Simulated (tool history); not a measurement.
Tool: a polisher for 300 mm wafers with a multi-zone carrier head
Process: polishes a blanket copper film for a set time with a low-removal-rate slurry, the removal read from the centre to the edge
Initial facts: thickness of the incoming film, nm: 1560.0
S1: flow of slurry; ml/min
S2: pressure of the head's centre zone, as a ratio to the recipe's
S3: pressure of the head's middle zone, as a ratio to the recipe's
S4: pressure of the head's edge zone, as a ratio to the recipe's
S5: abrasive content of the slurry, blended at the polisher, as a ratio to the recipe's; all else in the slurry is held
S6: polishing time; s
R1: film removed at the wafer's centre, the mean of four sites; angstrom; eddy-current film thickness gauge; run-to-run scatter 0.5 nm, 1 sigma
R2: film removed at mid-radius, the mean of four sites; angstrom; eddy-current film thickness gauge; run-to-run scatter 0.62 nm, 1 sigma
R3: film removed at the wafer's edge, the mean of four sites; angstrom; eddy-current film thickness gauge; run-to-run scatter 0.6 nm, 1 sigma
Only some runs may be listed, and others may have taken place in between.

| run | hour | S1 | S2 | S3 | S4 | S5 | S6 | R1 | R2 | R3 |
|---|---|---|---|---|---|---|---|---|---|---|
| 1 | 0 | 190 | 1 | 1 | 1 | 1 | 40 | 829.76 | 824.93 | 845.75 |
| 2 | 8.3 | 185 | 1 | 0.99 | 0.95 | 0.9 | 40 | 796.56 | 805.25 | 799.04 |
| 3 | 11.6 | 185 | 1 | 0.99 | 0.95 | 1.05 | 40 | 832.58 | 832.91 | 845.73 |
| 4 | 14.8 | 185 | 1 | 0.99 | 0.95 | 0.95 | 40 | 812.52 | 801.29 | 811.53 |
| 5 | 16.1 | 225 | 1 | 0.99 | 0.95 | 0.95 | 40 | 837.12 | 839.16 | 823.46 |
| 6 | 23.2 | 225 | 1 | 0.99 | 0.95 | 0.95 | 50 | 1050.7 | 1038.1 | 1041.9 |
| 7 | 25.9 | 235 | 0.99 | 0.97 | 0.93 | 0.85 | 47 | 947.82 | 946.23 | 938.33 |
| 8 | 29.7 | 240 | 0.99 | 0.95 | 0.91 | 0.75 | 45 | 884.19 | 872.81 | 848.3 |
| 9 | 34.1 | 240 | 0.98 | 0.92 | 0.89 | 0.7 | 44 | 846.41 | 822.36 | 825.51 |
| 10 | 38.6 | 235 | 0.98 | 0.92 | 0.87 | 0.65 | 43 | 806.48 | 789.2 | 774.07 |
| 11 | 39.1 | 225 | 0.98 | 0.91 | 0.85 | 0.6 | 43 | 800.38 | 760.79 | 751.36 |
| 12 | 42.1 | 175 | 0.94 | 0.94 | 0.81 | 0.5 | 42 | 685.19 | 703 | 684.96 |
| 13 | 50.1 | 185 | 0.95 | 0.94 | 0.81 | 0.5 | 42 | 700.93 | 693.27 | 674.06 |

Expected results for the next run?
| 14 | 56.6 | 190 | 0.95 | 0.94 | 0.81 | 0.5 | 42 | ? | ? | ? |

Run 14 produced R1 696.32 angstrom, R2 706.52 angstrom, R3 693.34 angstrom.
